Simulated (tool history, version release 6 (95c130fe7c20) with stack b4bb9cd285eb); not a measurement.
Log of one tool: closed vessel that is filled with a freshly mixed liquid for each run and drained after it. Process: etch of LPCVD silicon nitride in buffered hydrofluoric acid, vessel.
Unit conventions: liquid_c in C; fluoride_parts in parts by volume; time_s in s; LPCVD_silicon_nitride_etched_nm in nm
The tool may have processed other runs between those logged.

| run | hour | liquid_c | fluoride_parts | time_s | LPCVD_silicon_nitride_etched_nm |
|---|---|---|---|---|---|
| 1 | 0 | 21 | 11 | 1985 | 22.303 |
| 2 | 7.7 | 24.5 | 11 | 1985 | 27.342 |
| 3 | 16.1 | 27 | 11 | 1985 | 31.11 |
| 4 | 22.8 | 27 | 14 | 1985 | 24.35 |
| 5 | 27.1 | 27.5 | 12.5 | 1985 | 28.056 |
| 6 | 34.5 | 28 | 11.5 | 1985 | 31.457 |

Run 7 has not been measured yet. What should we expect?
| 7 | 43.8 | 28 | 10.5 | 1985 | ? |

{"run 7": {"LPCVD_silicon_nitride_etched_nm": 34.477}}
